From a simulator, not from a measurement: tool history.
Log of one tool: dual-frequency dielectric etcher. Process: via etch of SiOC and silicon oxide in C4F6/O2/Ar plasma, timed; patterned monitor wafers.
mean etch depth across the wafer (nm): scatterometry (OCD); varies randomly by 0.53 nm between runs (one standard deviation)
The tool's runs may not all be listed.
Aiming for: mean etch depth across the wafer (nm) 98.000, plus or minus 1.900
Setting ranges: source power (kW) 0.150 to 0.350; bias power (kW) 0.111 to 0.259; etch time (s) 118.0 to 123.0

run  hour  source power (kW)  bias power (kW)  etch time (s)  mean etch depth across the wafer (nm)
  1   0.0              0.250            0.185          118.0                                111.560
  2   4.8              0.230            0.185          118.0                                108.450
  3   6.8              0.230            0.185          123.0                                113.860
  4  13.0              0.230            0.162          123.0                                109.880
  5  21.4              0.210            0.159          123.0                                106.490
  6  24.8              0.190            0.159          123.0                                101.550
  7  27.4              0.190            0.158          123.0                                102.030
  8  29.6              0.180            0.157          123.0                                 99.595
  9  32.2              0.180            0.156          123.0                                100.690
 10  36.6              0.180            0.155          123.0                                100.090

Of the 5 settings listed for the next run, only one would bring every result within its allowed miss of target. Which one?
  A  41.0              0.200            0.167          120.0                                      ?
  B  41.0              0.190            0.162          123.0                                      ?
  C  41.0              0.190            0.157          121.5                                      ?
  D  41.0              0.190            0.146          120.0                                      ?
  E  41.0              0.170            0.191          122.5                                      ?

move  mean etch depth across the wafer (nm)
   A                                102.560
   B                                102.590
   C                                100.740
   D                                 98.183
   E                                101.420
A: its largest miss is bigger than the last run's
B: its largest miss is bigger than the last run's
C: its largest miss is bigger than the last run's
D: all results in spec
E: its largest miss is bigger than the last run's
D is the move that brings every result within its allowed miss.

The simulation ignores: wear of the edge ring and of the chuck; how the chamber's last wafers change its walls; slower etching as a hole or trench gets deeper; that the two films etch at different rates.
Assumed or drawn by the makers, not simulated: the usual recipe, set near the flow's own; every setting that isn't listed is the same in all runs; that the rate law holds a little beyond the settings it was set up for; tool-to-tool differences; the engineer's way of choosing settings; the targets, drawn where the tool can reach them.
